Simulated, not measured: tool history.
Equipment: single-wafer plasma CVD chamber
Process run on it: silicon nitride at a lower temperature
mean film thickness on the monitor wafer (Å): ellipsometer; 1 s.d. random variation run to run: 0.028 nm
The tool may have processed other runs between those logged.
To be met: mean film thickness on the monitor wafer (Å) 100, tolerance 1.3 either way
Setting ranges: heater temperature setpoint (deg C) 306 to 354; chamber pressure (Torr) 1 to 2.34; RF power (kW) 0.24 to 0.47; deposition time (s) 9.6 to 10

| run | day | heater temperature setpoint (deg C) | chamber pressure (Torr) | RF power (kW) | deposition time (s) | mean film thickness on the monitor wafer (Å) |
|---|---|---|---|---|---|---|
| 1 | 0 | 330 | 1.67 | 0.355 | 10 | 125.82 |
| 2 | 0.317 | 330 | 1.48 | 0.33 | 10 | 114.9 |
| 3 | 0.692 | 330 | 1.48 | 0.35 | 10 | 120.07 |
| 4 | 0.804 | 330 | 1.73 | 0.35 | 10 | 125.46 |
| 5 | 0.838 | 330 | 1.51 | 0.33 | 10 | 115.77 |
| 6 | 1.171 | 330 | 1.51 | 0.355 | 10 | 121.7 |
| 7 | 1.412 | 330 | 1.18 | 0.3 | 9.9 | 98.416 |
| 8 | 1.671 | 330 | 1.18 | 0.3 | 9.9 | 97.723 |

4 candidate next runs follow, results not yet known. Just one meets every target within its allowed miss. Identify it.
| A | 1.929 | 339 | 1.13 | 0.31 | 10 | ? |
| B | 1.929 | 329 | 1.09 | 0.305 | 9.7 | ? |
| C | 1.929 | 312 | 1 | 0.31 | 9.9 | ? |
| D | 1.929 | 321 | 1.31 | 0.31 | 9.7 | ? |

| move | mean film thickness on the monitor wafer (Å) |
|---|---|
| A | 100.17 |
| B | 95.063 |
| C | 95.448 |
| D | 102.95 |
A: each result inside its tolerance
B: misses by more than the last run did
C: misses by more than the last run did
D: moves the result that the last run missed by most past its target, out the other side
The right move is A.
